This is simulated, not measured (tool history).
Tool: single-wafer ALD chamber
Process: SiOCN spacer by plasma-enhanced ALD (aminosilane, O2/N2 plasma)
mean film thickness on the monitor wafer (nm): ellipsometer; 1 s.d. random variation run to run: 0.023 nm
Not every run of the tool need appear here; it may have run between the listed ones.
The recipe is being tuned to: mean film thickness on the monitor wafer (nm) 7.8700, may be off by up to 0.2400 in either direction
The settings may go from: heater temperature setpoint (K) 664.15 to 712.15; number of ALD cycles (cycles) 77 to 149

run,hour,heater temperature setpoint (K),number of ALD cycles (cycles),mean film thickness on the monitor wafer (nm)
1,0.0,688.15,113,6.7663
2,6.0,687.15,116,7.0251
3,7.0,680.15,116,7.1961
4,12.3,679.15,117,7.2507
5,17.8,678.15,118,7.3325
6,25.1,677.15,119,7.4639
7,30.5,676.15,120,7.5536
8,36.5,676.15,121,7.5336

Exactly one of the 4 candidate moves below puts every result within its allowed miss. Which one?
A,42.5,679.15,127,?
B,42.5,673.15,116,?
C,42.5,673.15,117,?
D,42.5,676.15,112,?

move,mean film thickness on the monitor wafer (nm)
A,7.8751
B,7.2968
C,7.3597
D,7.0173
A: each result inside its tolerance
B: further off than the last run
C: further off than the last run
D: further off than the last run
Go with A: it meets all targets.

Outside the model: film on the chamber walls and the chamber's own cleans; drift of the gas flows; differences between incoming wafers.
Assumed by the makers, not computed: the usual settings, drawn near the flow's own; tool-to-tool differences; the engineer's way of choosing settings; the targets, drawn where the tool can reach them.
